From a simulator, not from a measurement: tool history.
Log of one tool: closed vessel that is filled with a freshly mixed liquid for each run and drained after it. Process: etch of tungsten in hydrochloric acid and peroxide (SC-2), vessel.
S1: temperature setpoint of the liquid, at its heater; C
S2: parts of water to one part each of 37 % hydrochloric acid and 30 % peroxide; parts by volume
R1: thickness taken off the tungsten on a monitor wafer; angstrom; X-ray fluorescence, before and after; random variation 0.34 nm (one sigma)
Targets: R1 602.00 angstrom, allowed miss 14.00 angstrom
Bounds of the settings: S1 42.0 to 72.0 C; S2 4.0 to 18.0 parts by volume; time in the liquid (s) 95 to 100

{"run": 1, "day": 0.0, "S1": 58.0, "S2": 10.0, "time in the liquid (s)": 95, "R1": 334.65}
{"run": 2, "day": 0.079, "S1": 58.0, "S2": 12.5, "time in the liquid (s)": 95, "R1": 278.23}
{"run": 3, "day": 0.383, "S1": 58.0, "S2": 12.5, "time in the liquid (s)": 100, "R1": 288.72}
{"run": 4, "day": 0.725, "S1": 58.0, "S2": 10.0, "time in the liquid (s)": 100, "R1": 352.84}
{"run": 5, "day": 0.988, "S1": 60.5, "S2": 10.0, "time in the liquid (s)": 100, "R1": 410.04}
{"run": 6, "day": 1.154, "S1": 60.5, "S2": 10.0, "time in the liquid (s)": 100, "R1": 410.53}
{"run": 7, "day": 1.321, "S1": 62.5, "S2": 10.0, "time in the liquid (s)": 100, "R1": 470.2}
{"run": 8, "day": 1.375, "S1": 63.5, "S2": 10.0, "time in the liquid (s)": 100, "R1": 498.86}
{"run": 9, "day": 1.558, "S1": 64.5, "S2": 10.0, "time in the liquid (s)": 100, "R1": 521.12}
{"run": 10, "day": 1.833, "S1": 65.5, "S2": 10.0, "time in the liquid (s)": 100, "R1": 560.98}

Which of these 5 next moves meets every target?
{"run": "A", "day": 2.108, "S1": 66.0, "S2": 10.5, "time in the liquid (s)": 95, "R1": "?"}
{"run": "B", "day": 2.108, "S1": 65.5, "S2": 11.0, "time in the liquid (s)": 100, "R1": "?"}
{"run": "C", "day": 2.108, "S1": 65.5, "S2": 10.5, "time in the liquid (s)": 95, "R1": "?"}
{"run": "D", "day": 2.108, "S1": 60.0, "S2": 5.5, "time in the liquid (s)": 95, "R1": "?"}
{"run": "E", "day": 2.108, "S1": 64.0, "S2": 9.5, "time in the liquid (s)": 95, "R1": "?"}

move=A R1=528.94
move=B R1=519.38
move=C R1=513.15
move=D R1=609.09
move=E R1=509.01
A: further off than the last run
B: further off than the last run
C: further off than the last run
D: meets every target
E: further off than the last run
Answer: D

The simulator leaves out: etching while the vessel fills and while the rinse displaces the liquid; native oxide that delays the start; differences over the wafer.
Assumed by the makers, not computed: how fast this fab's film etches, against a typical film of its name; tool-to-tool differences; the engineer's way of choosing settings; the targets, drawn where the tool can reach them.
